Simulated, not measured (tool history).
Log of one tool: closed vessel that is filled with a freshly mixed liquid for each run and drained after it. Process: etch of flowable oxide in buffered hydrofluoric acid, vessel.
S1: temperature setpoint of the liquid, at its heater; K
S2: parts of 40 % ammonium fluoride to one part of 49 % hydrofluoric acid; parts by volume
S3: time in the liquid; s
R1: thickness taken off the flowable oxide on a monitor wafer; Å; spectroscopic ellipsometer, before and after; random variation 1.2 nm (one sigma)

| run | day | S1 | S2 | S3 | R1 |
|---|---|---|---|---|---|
| 1 | 0 | 293.15 | 18.5 | 85 | 963.6 |
| 2 | 0.238 | 290.15 | 18.5 | 85 | 827.97 |
| 3 | 0.479 | 292.65 | 18 | 85 | 962.07 |
| 4 | 0.821 | 292.65 | 18 | 85 | 984.07 |
| 5 | 1.017 | 292.65 | 18 | 95 | 1092.2 |
| 6 | 1.271 | 292.65 | 18 | 85 | 973.19 |
| 7 | 1.533 | 294.65 | 17.5 | 85 | 1120.9 |
| 8 | 1.804 | 296.15 | 17.5 | 85 | 1227.9 |
| 9 | 1.854 | 297.15 | 17.5 | 85 | 1285.2 |
| 10 | 2.208 | 298.15 | 17.5 | 85 | 1335.9 |
| 11 | 2.288 | 298.65 | 17.5 | 85 | 1378.2 |

Run 12 comes next. What will it give?
| 12 | 2.392 | 299.15 | 17.5 | 85 | ? |

{"run 12": {"R1": 1455.6}}
